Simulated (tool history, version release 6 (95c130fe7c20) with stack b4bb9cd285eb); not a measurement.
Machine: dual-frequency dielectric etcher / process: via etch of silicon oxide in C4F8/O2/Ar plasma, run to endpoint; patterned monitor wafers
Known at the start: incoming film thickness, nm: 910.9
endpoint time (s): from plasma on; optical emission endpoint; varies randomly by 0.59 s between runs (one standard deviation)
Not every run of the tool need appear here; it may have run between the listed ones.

run 1 hour=0 | source_power_(W)=2370 bias_power_(W)=2705 | endpoint_time_(s)=151.94
run 2 hour=4.9 | source_power_(W)=2190 bias_power_(W)=2615 | endpoint_time_(s)=158.49
run 3 hour=11.9 | source_power_(W)=2190 bias_power_(W)=2288 | endpoint_time_(s)=166.51
run 4 hour=13.1 | source_power_(W)=2100 bias_power_(W)=2261 | endpoint_time_(s)=168.42
run 5 hour=19.7 | source_power_(W)=2100 bias_power_(W)=2618 | endpoint_time_(s)=160.13
run 6 hour=23.7 | source_power_(W)=1950 bias_power_(W)=2618 | endpoint_time_(s)=163.07
run 7 hour=31.9 | source_power_(W)=1480 bias_power_(W)=2156 | endpoint_time_(s)=190.66

Run 8, settings as shown, results not yet in. Your forecast:
run 8 hour=33.3 | source_power_(W)=1530 bias_power_(W)=2170 | endpoint_time_(s)=?

{"run 8": {"endpoint time (s)": 187.67}}

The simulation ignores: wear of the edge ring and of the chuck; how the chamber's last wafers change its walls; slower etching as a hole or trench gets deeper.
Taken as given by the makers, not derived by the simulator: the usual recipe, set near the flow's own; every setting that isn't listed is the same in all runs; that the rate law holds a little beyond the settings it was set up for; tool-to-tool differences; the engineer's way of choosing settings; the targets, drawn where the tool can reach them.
